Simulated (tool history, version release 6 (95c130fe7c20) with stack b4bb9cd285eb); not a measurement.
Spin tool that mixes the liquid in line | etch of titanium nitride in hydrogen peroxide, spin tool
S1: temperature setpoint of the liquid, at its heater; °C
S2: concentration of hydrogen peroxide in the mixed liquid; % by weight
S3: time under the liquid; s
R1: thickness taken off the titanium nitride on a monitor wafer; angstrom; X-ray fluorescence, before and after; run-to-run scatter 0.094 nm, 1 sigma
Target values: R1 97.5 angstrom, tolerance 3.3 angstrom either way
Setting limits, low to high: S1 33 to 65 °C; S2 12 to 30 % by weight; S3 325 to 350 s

run 1 hour=0 | S1=49 S2=23 S3=325 | R1=212.98
run 2 hour=1.9 | S1=46 S2=23 S3=325 | R1=170.46
run 3 hour=5.1 | S1=43 S2=23 S3=325 | R1=135.74
run 4 hour=5.9 | S1=43 S2=23 S3=325 | R1=135.57
run 5 hour=6.8 | S1=48.5 S2=23 S3=325 | R1=202.27
run 6 hour=12.4 | S1=55 S2=23 S3=325 | R1=324.04
run 7 hour=13.2 | S1=50 S2=23 S3=325 | R1=229.38
run 8 hour=18.1 | S1=46.5 S2=23 S3=325 | R1=173.4

Consider the 4 candidate settings below. Which is the only one whose results all fall within their allowed miss of target?
run A hour=23 | S1=56 S2=19 S3=350 | R1=?
run B hour=23 | S1=50.5 S2=24 S3=350 | R1=?
run C hour=23 | S1=56.5 S2=21 S3=350 | R1=?
run D hour=23 | S1=38.5 S2=25.5 S3=325 | R1=?

move=A R1=366.87
move=B R1=261.36
move=C R1=388.08
move=D R1=100.24
A: its largest miss is bigger than the last run's
B: its largest miss is bigger than the last run's
C: its largest miss is bigger than the last run's
D: in spec on every target
D meets every target.

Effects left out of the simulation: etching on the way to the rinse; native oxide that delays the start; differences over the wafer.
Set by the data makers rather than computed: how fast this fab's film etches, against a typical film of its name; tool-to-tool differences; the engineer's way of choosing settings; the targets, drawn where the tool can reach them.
